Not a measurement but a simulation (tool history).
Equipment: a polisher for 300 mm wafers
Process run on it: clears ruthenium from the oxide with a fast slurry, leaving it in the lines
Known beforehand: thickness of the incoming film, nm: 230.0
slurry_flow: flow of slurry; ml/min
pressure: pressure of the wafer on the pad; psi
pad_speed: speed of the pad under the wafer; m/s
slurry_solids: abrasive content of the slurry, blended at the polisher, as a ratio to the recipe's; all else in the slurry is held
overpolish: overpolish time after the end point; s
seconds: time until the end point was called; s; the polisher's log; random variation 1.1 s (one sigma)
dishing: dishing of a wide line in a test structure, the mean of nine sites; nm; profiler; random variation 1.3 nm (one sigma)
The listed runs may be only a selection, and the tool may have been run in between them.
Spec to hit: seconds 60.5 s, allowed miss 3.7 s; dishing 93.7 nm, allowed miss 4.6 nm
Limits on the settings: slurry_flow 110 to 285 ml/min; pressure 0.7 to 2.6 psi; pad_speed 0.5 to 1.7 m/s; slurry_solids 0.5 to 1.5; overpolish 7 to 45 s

run	hour	slurry_flow	pressure	pad_speed	slurry_solids	overpolish	seconds	dishing
1	0	180	1.6	1.1	1	23	97.871	42.875
2	2.8	180	1.6	1.1	1	14	97.265	27.756
3	10.4	180	1.7	1.16	1	17	82.805	35.969
4	11.1	180	1.8	1.16	1	20	81.103	42.455
5	13.9	180	2.1	1.16	1	20	68.572	50.699
6	17	180	2.1	1.16	1	22	68.625	53.367
7	20	170	2.3	1.18	1	33	62.879	78.053
8	25.6	175	2.3	1.18	1	34	64.463	78.96
9	27.6	175	2.3	1.18	1	35	62.775	81.089
10	36.5	175	2.3	1.18	1	36	60.88	84.147
11	38.1	175	2.3	1.18	1	37	62.401	85.178

Consider the 4 candidate settings below. Which is the only one whose results all fall within their allowed miss of target?
A	39.7	160	2.4	1.04	1.05	41	?	?
B	39.7	165	2.5	1.22	1.1	28	?	?
C	39.7	135	2	1.26	1	41	?	?
D	39.7	145	2.6	1.26	0.75	41	?	?

move	seconds	dishing
A	67.654	87.326
B	54.285	78.42
C	70.622	84.922
D	61.743	92.501
A: as far off as the last run
B: its largest miss is bigger than the last run's
C: its largest miss is bigger than the last run's
D: meets every target
D is the move that brings every result within its allowed miss.

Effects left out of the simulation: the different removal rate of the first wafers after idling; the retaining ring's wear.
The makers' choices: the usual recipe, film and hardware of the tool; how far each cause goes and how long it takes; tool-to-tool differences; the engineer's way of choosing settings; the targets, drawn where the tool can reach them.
